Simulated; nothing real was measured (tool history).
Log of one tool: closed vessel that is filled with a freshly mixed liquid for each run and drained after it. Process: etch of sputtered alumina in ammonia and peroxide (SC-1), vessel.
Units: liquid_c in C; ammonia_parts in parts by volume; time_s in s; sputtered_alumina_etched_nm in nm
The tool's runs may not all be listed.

run,day,liquid_c,ammonia_parts,time_s,sputtered_alumina_etched_nm
1,0.000,51.0,0.45,240,16.588
2,0.300,51.5,0.45,240,16.992
3,0.608,57.5,0.45,240,23.305
4,0.883,57.5,0.40,240,23.291
5,1.246,57.5,0.40,255,24.648
6,1.362,56.5,0.40,255,23.450

The next listed run, before its measurement:
7,1.696,55.5,0.40,255,?

{"run 7": {"sputtered_alumina_etched_nm": 22.185}}
